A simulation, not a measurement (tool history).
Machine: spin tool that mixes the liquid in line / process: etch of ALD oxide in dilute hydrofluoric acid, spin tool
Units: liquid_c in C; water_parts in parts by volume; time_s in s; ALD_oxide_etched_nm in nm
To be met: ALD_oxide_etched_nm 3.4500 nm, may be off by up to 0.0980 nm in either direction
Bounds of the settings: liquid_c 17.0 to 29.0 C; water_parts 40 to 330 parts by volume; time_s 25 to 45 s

run  hour  liquid_c  water_parts  time_s  ALD_oxide_etched_nm
  1   0.0      21.0          185      45               5.9112
  2   8.2      21.0          185      45               5.8559
  3  16.1      20.5          195      45               5.4445
  4  19.9      20.5          195      25               3.0035
  5  21.5      21.0          195      25               3.0688
  6  23.6      21.0          195      45               5.5215
  7  26.8      20.5          195      45               5.4969
  8  30.4      21.5          200      45               5.3910
  9  32.0      21.0          200      45               5.3318
 10  38.7      20.5          205      45               5.1300
 11  45.8      20.0          215      45               4.6805
 12  47.0      19.5          220      45               4.5258

Which of these 4 next moves meets every target?
  A  48.2      20.0          215      35                    ?
  B  48.2      22.5          230      35                    ?
  C  48.2      19.5          240      40                    ?
  D  48.2      17.5          210      35                    ?

move  ALD_oxide_etched_nm
   A               3.6811
   B               3.7245
   C               3.6109
   D               3.4359
A: gains on the last run, yet a result remains outside its allowed miss
B: gains on the last run, yet a result remains outside its allowed miss
C: gains on the last run, yet a result remains outside its allowed miss
D: all results land within tolerance of their targets
D meets every target.
